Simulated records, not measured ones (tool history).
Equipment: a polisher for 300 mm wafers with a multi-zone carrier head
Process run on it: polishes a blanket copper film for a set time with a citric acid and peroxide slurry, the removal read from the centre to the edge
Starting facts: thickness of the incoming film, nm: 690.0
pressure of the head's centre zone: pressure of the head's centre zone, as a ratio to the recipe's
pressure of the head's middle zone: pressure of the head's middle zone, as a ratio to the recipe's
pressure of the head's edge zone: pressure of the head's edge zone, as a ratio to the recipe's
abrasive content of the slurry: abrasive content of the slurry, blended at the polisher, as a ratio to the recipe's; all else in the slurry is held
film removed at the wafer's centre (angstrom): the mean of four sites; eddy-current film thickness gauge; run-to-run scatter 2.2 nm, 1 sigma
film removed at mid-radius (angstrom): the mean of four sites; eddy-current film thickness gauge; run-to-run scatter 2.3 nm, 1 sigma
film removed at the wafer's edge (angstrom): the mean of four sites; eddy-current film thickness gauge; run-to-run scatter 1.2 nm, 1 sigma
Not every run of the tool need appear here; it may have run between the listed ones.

run,hour,flow of slurry (ml/min),pressure of the head's centre zone,pressure of the head's middle zone,pressure of the head's edge zone,abrasive content of the slurry,polishing time (s),film removed at the wafer's centre (angstrom),film removed at mid-radius (angstrom),film removed at the wafer's edge (angstrom)
1,0,165,1,1,1,1,46,1465.1,1536.6,1541.2
2,2.9,130,1,1,1,1,46,1391.6,1417.5,1501.7
3,10,130,1,1,1,0.85,46,1346.5,1373.1,1417.3
4,16.3,110,1,1,1,0.85,46,1251,1321.4,1360.2
5,19.3,150,1,1,1,0.85,46,1370.4,1418.7,1461
6,22.1,150,0.91,1,1,0.85,46,1273.7,1395.7,1460.4
7,30.3,200,1.01,1.1,1.1,1.1,48,1674.6,1771.2,1797.2
8,36.7,205,1.01,1.11,1.1,1.1,48,1668,1836.7,1786.6

Run 9 is up next; what results do you expect?
9,38.5,210,1.02,1.11,1.1,1.1,48,?,?,?

Run 9 gave film removed at the wafer's centre (angstrom) 1714.1, film removed at mid-radius (angstrom) 1823.3, film removed at the wafer's edge (angstrom) 1788.3.
